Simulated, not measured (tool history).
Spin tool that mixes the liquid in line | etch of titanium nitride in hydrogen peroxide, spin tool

run,day,temperature setpoint of the liquid (C),concentration of hydrogen peroxide in the mixed liquid (% by weight),time under the liquid (s),thickness taken off the titanium nitride on a monitor wafer (Å)
1,0,51,21,300,228.92
2,0.283,55.5,21,300,317.13
3,0.433,58,21,300,374.06
4,0.642,58,21,320,399.86
5,0.671,58,24.5,320,413.25
6,0.812,58,24.5,320,411.52
7,1.033,59.5,24.5,320,458.9

Expected results for the next run?
8,1.067,59.5,24.5,320,?

{"run 8": {"thickness taken off the titanium nitride on a monitor wafer (Å)": 458.78}}

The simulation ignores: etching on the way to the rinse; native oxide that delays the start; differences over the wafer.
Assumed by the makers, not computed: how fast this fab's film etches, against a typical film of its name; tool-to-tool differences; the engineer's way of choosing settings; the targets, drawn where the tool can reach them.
